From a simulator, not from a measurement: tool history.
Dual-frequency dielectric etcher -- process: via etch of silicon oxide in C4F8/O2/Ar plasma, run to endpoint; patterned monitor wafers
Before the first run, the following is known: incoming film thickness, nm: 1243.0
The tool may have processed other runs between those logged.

run,day,source power (kW),bias power (kW),endpoint time (s)
1,0,2.56,2.272,217.61
2,0.321,2.42,2.187,225.38
3,0.688,2.42,2,238.03
4,0.921,2.42,1.616,257.42
5,1.225,2.61,1.616,249.35
6,1.317,2.33,1.616,263.09
7,1.35,2.3,1.611,262.83
8,1.492,2.27,1.605,267.95
9,1.567,2.26,1.603,264.72
10,1.671,2.02,1.525,286.83
11,1.879,2.04,1.529,285.46

What does the tool deliver on the next run?
12,2.004,2.04,1.529,?

Run 12 gave endpoint time (s) 285.99.

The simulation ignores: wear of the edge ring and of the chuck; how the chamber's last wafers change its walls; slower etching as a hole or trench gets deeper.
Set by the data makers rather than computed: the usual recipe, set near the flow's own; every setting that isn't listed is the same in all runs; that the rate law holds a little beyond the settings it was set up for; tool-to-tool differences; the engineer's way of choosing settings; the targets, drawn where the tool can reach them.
